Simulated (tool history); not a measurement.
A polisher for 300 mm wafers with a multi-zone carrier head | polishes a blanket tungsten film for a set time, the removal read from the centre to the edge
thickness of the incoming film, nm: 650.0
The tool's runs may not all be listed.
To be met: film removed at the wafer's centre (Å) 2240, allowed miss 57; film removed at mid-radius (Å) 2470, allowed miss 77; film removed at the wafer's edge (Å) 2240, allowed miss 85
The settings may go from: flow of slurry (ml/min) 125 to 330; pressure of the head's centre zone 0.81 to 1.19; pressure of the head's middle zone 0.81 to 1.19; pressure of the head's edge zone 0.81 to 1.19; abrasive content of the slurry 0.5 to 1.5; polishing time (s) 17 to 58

| run | hour | flow of slurry (ml/min) | pressure of the head's centre zone | pressure of the head's middle zone | pressure of the head's edge zone | abrasive content of the slurry | polishing time (s) | film removed at the wafer's centre (Å) | film removed at mid-radius (Å) | film removed at the wafer's edge (Å) |
|---|---|---|---|---|---|---|---|---|---|---|
| 1 | 0 | 210 | 1 | 1 | 1 | 1 | 37 | 1721.9 | 1717.6 | 1742.3 |
| 2 | 7.5 | 210 | 1 | 1 | 1 | 1 | 28 | 1296.5 | 1304.9 | 1307.7 |
| 3 | 10.7 | 210 | 1 | 1 | 1 | 1 | 36 | 1669 | 1655.1 | 1712.9 |
| 4 | 13.2 | 220 | 1.01 | 1.03 | 1.01 | 1.05 | 36 | 1722.1 | 1727.6 | 1721.1 |
| 5 | 18.7 | 195 | 1.01 | 1.03 | 1.01 | 1.05 | 36 | 1683.7 | 1699.3 | 1689 |
| 6 | 23.4 | 170 | 1.01 | 1.03 | 1.01 | 1.05 | 36 | 1652.7 | 1708.5 | 1683.4 |
| 7 | 25.6 | 170 | 1.01 | 1.05 | 1.02 | 1.1 | 37 | 1713.8 | 1772 | 1760.5 |
| 8 | 33 | 175 | 1.01 | 1.07 | 1.02 | 1.15 | 38 | 1770.1 | 1859 | 1798.5 |
| 9 | 38.2 | 175 | 1.01 | 1.08 | 1.03 | 1.2 | 39 | 1825.4 | 1963.3 | 1868 |
| 10 | 38.9 | 180 | 1.02 | 1.09 | 1.05 | 1.25 | 39 | 1890.5 | 1931.9 | 1934.2 |
| 11 | 40 | 185 | 1.02 | 1.1 | 1.05 | 1.3 | 40 | 1944.1 | 2051 | 1944.6 |
| 12 | 41.3 | 190 | 1.02 | 1.11 | 1.06 | 1.3 | 41 | 1978.2 | 2137.4 | 2064.9 |
| 13 | 46.7 | 195 | 1.03 | 1.12 | 1.06 | 1.35 | 41 | 2068.4 | 2193.7 | 2070.4 |
| 14 | 49.5 | 205 | 1.03 | 1.13 | 1.07 | 1.35 | 41 | 2068.8 | 2258.4 | 2096.2 |
| 15 | 50.2 | 265 | 1.07 | 1.15 | 1.12 | 1.4 | 41 | 2245.5 | 2371 | 2165.1 |
| 16 | 51.9 | 270 | 1.06 | 1.16 | 1.14 | 1.45 | 41 | 2228.4 | 2407 | 2296 |

Which of these 4 next moves meets every target?
| A | 53.6 | 255 | 1 | 1.08 | 1.19 | 1.5 | 43 | ? | ? | ? |
| B | 53.6 | 295 | 1.03 | 1.18 | 1.08 | 1.4 | 42 | ? | ? | ? |
| C | 53.6 | 290 | 1.05 | 1.1 | 1.19 | 1.5 | 42 | ? | ? | ? |
| D | 53.6 | 305 | 0.97 | 1.12 | 1.19 | 1.45 | 44 | ? | ? | ? |

| move | film removed at the wafer's centre (Å) | film removed at mid-radius (Å) | film removed at the wafer's edge (Å) |
|---|---|---|---|
| A | 2223.8 | 2325.7 | 2408.9 |
| B | 2247.4 | 2456.1 | 2231.9 |
| C | 2315.9 | 2337.9 | 2376.2 |
| D | 2237.8 | 2484.4 | 2481.8 |
A: further off than the last run
B: meets every target
C: further off than the last run
D: brings the result that was furthest off to its target, and leaves another outside
Move B is the one to make.
